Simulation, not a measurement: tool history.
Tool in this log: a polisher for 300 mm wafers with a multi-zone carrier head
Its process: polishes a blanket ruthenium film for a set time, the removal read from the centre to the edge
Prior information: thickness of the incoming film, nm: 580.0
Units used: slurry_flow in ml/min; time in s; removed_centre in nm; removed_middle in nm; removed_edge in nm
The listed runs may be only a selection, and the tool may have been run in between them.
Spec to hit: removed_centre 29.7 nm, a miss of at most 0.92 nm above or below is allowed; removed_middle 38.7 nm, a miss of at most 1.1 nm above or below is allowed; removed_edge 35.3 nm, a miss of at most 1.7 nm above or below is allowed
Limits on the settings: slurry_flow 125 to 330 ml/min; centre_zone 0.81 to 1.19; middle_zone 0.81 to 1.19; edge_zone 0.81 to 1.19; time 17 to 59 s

Run 1, day 0: slurry_flow 210 ml/min, centre_zone 1, middle_zone 1, edge_zone 1, time 38 s. Result: removed_centre 30.215 nm, removed_middle 34.484 nm, removed_edge 33.089 nm.
Run 2, day 0.254: slurry_flow 210 ml/min, centre_zone 1, middle_zone 1, edge_zone 1.06, time 38 s. Result: removed_centre 30.052 nm, removed_middle 34.586 nm, removed_edge 34.191 nm.
Run 3, day 0.346: slurry_flow 210 ml/min, centre_zone 1.03, middle_zone 1, edge_zone 1.06, time 38 s. Result: removed_centre 30.954 nm, removed_middle 34.81 nm, removed_edge 35.556 nm.
Run 4, day 0.529: slurry_flow 215 ml/min, centre_zone 1.02, middle_zone 1.03, edge_zone 1.07, time 38 s. Result: removed_centre 30.77 nm, removed_middle 35.454 nm, removed_edge 34.608 nm.
At day 0.621: centre zone pressure recalibrated.
Run 5, day 0.621: slurry_flow 215 ml/min, centre_zone 1, middle_zone 1.05, edge_zone 1.09, time 38 s. Result: removed_centre 33.231 nm, removed_middle 36.182 nm, removed_edge 35.657 nm.
Run 6, day 0.896: slurry_flow 200 ml/min, centre_zone 0.98, middle_zone 1.02, edge_zone 1.03, time 40 s. Result: removed_centre 34.378 nm, removed_middle 36.862 nm, removed_edge 35.371 nm.
Run 7, day 1.154: slurry_flow 235 ml/min, centre_zone 0.99, middle_zone 1.02, edge_zone 1.01, time 40 s. Result: removed_centre 35.786 nm, removed_middle 37.533 nm, removed_edge 35.229 nm.
Run 8, day 1.492: slurry_flow 205 ml/min, centre_zone 1.04, middle_zone 1.07, edge_zone 1.03, time 39 s. Result: removed_centre 35.862 nm, removed_middle 37.8 nm, removed_edge 34.861 nm.
Run 9, day 1.85: slurry_flow 185 ml/min, centre_zone 0.98, middle_zone 1.08, edge_zone 1.07, time 39 s. Result: removed_centre 33.209 nm, removed_middle 37.248 nm, removed_edge 35.507 nm.
Run 10, day 2.117: slurry_flow 170 ml/min, centre_zone 0.93, middle_zone 1.11, edge_zone 1.1, time 39 s. Result: removed_centre 31.207 nm, removed_middle 37.425 nm, removed_edge 35.791 nm.

Of the 4 settings listed for the next run, only one would bring every result within its allowed miss of target. Which one?
Run A, day 2.383: slurry_flow 125 ml/min, centre_zone 0.82, middle_zone 1.07, edge_zone 1.15, time 43 s. Result: removed_centre ?, removed_middle ?, removed_edge ?.
Run B, day 2.383: slurry_flow 125 ml/min, centre_zone 0.9, middle_zone 1.04, edge_zone 1.16, time 42 s. Result: removed_centre ?, removed_middle ?, removed_edge ?.
Run C, day 2.383: slurry_flow 190 ml/min, centre_zone 0.9, middle_zone 1.19, edge_zone 1.07, time 35 s. Result: removed_centre ?, removed_middle ?, removed_edge ?.
Run D, day 2.383: slurry_flow 170 ml/min, centre_zone 0.91, middle_zone 1.19, edge_zone 1.18, time 38 s. Result: removed_centre ?, removed_middle ?, removed_edge ?.

move  removed_centre  removed_middle  removed_edge
   A          28.778          38.513        39.231
   B          30.784          36.702        38.507
   C          27.196          36.127        31.894
   D          29.427          38.722        36.065
A: carries the result that was furthest off beyond its target, to the other side
B: misses by more than the last run did
C: carries the result that was furthest off beyond its target, to the other side
D: every result within its allowed miss
So the answer is move D, the one that meets all the targets.
